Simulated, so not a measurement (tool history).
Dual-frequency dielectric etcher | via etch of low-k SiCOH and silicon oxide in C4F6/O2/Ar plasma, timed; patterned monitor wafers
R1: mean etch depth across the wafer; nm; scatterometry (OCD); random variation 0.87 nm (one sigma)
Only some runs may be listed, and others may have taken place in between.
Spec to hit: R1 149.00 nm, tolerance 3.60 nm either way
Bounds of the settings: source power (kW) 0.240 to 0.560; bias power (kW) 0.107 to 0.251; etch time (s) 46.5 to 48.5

Run 1, hour 0.0: source power (kW) 0.400, bias power (kW) 0.179, etch time (s) 46.5. Result: R1 131.89 nm.
Run 2, hour 4.3: source power (kW) 0.420, bias power (kW) 0.182, etch time (s) 46.5. Result: R1 135.37 nm.
Run 3, hour 9.9: source power (kW) 0.440, bias power (kW) 0.184, etch time (s) 46.5. Result: R1 140.96 nm.
Run 4, hour 14.5: source power (kW) 0.400, bias power (kW) 0.184, etch time (s) 46.5. Result: R1 133.84 nm.
Run 5, hour 18.8: source power (kW) 0.420, bias power (kW) 0.186, etch time (s) 46.5. Result: R1 138.93 nm.
Run 6, hour 23.3: source power (kW) 0.430, bias power (kW) 0.187, etch time (s) 46.5. Result: R1 140.15 nm.
Run 7, hour 31.2: source power (kW) 0.440, bias power (kW) 0.188, etch time (s) 46.5. Result: R1 141.38 nm.
Run 8, hour 36.2: source power (kW) 0.450, bias power (kW) 0.189, etch time (s) 46.5. Result: R1 143.72 nm.

Which of these 5 next moves meets every target?
Run A, hour 41.2: source power (kW) 0.430, bias power (kW) 0.169, etch time (s) 48.5. Result: R1 ?.
Run B, hour 41.2: source power (kW) 0.490, bias power (kW) 0.182, etch time (s) 47.0. Result: R1 ?.
Run C, hour 41.2: source power (kW) 0.470, bias power (kW) 0.170, etch time (s) 47.0. Result: R1 ?.
Run D, hour 41.2: source power (kW) 0.460, bias power (kW) 0.181, etch time (s) 46.5. Result: R1 ?.
Run E, hour 41.2: source power (kW) 0.410, bias power (kW) 0.177, etch time (s) 48.0. Result: R1 ?.

move      R1
   A  138.40
   B  147.53
   C  140.30
   D  141.36
   E  136.73
A: its largest miss is bigger than the last run's
B: every result within its allowed miss
C: its largest miss is bigger than the last run's
D: its largest miss is bigger than the last run's
E: its largest miss is bigger than the last run's
So the answer is move B, the one that meets all the targets.
